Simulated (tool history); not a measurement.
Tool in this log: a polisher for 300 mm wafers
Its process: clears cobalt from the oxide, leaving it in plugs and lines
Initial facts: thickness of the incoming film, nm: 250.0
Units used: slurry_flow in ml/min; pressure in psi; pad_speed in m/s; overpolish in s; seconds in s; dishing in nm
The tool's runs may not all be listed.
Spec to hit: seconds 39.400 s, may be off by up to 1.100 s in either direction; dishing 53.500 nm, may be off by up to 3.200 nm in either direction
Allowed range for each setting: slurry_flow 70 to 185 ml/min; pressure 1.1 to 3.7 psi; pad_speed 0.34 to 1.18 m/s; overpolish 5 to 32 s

run  hour  slurry_flow  pressure  pad_speed  overpolish  seconds  dishing
  1   0.0          120       2.4       0.76          16   61.064   40.830
  2   2.0          125       2.5       0.76          16   57.887   41.807
  3  10.9          130       2.6       0.76          16   56.000   42.930
  4  14.1          130       2.6       0.94          16   44.954   47.505
  5  16.7          140       2.8       0.94          17   41.188   50.825
  6  23.1          140       2.8       1.10          17   35.876   50.951
  7  27.8          135       2.8       1.10          17   35.862   55.164
  8  28.8          130       2.8       1.10          17   36.006   53.364
  9  29.4          125       2.8       1.10          17   36.328   52.895
 10  31.4          125       2.8       1.10          17   36.296   52.746

5 candidate next runs follow, results not yet known. Just one meets every target within its allowed miss. Identify it.
  A  33.4          150       3.0       1.18          12        ?        ?
  B  33.4          115       2.9       1.08          21        ?        ?
  C  33.4          165       3.1       1.08          14        ?        ?
  D  33.4          135       2.7       1.16          14        ?        ?
  E  33.4          160       2.4       1.14          20        ?        ?

move  seconds  dishing
   A   30.630   48.597
   B   36.055   55.242
   C   31.906   50.747
   D   35.085   48.987
   E   38.993   53.456
A: its largest miss is bigger than the last run's
B: its largest miss is bigger than the last run's
C: its largest miss is bigger than the last run's
D: its largest miss is bigger than the last run's
E: all results in spec
E is the move that brings every result within its allowed miss.

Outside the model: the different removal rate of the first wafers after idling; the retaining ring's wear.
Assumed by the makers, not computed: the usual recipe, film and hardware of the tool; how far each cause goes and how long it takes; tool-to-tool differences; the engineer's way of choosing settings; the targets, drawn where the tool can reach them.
